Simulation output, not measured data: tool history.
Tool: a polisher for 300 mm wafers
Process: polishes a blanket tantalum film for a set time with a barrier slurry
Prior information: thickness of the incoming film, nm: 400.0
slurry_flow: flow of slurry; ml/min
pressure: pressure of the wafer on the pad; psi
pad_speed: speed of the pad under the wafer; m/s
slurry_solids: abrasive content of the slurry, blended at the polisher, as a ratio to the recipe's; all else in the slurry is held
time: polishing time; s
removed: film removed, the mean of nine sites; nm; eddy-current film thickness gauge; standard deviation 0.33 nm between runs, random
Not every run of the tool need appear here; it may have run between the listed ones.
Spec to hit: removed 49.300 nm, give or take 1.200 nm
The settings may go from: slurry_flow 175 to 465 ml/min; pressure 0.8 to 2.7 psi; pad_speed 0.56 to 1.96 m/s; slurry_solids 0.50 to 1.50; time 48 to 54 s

| run | day | slurry_flow | pressure | pad_speed | slurry_solids | time | removed |
|---|---|---|---|---|---|---|---|
| 1 | 0.000 | 295 | 1.7 | 1.26 | 1.00 | 54 | 80.648 |
| 2 | 0.304 | 360 | 1.7 | 1.26 | 1.00 | 54 | 83.537 |
| 3 | 0.462 | 360 | 1.7 | 1.26 | 1.15 | 54 | 88.063 |
| 4 | 0.721 | 360 | 1.7 | 1.26 | 1.15 | 48 | 78.280 |
| 5 | 1.062 | 390 | 1.7 | 1.26 | 1.15 | 48 | 79.535 |
| 6 | 1.246 | 390 | 1.7 | 1.38 | 1.15 | 48 | 85.292 |
| 7 | 1.592 | 390 | 1.5 | 1.38 | 1.15 | 48 | 78.915 |
| 8 | 1.812 | 385 | 1.3 | 1.34 | 1.15 | 48 | 69.572 |
| 9 | 1.912 | 385 | 1.2 | 1.30 | 1.15 | 48 | 64.598 |
| 10 | 2.217 | 360 | 0.8 | 1.22 | 1.15 | 48 | 47.085 |

Which of these 4 next moves meets every target?
| A | 2.521 | 390 | 0.9 | 1.14 | 0.90 | 52 | ? |
| B | 2.521 | 415 | 0.9 | 1.30 | 0.85 | 50 | ? |
| C | 2.521 | 440 | 0.8 | 1.16 | 1.10 | 50 | ? |
| D | 2.521 | 420 | 0.9 | 1.12 | 1.05 | 50 | ? |

| move | removed |
|---|---|
| A | 46.316 |
| B | 49.275 |
| C | 46.713 |
| D | 47.166 |
A: further off than the last run
B: hits every target within its allowed miss
C: further off than the last run
D: about as far from the targets as the last run
B is the move that brings every result within its allowed miss.
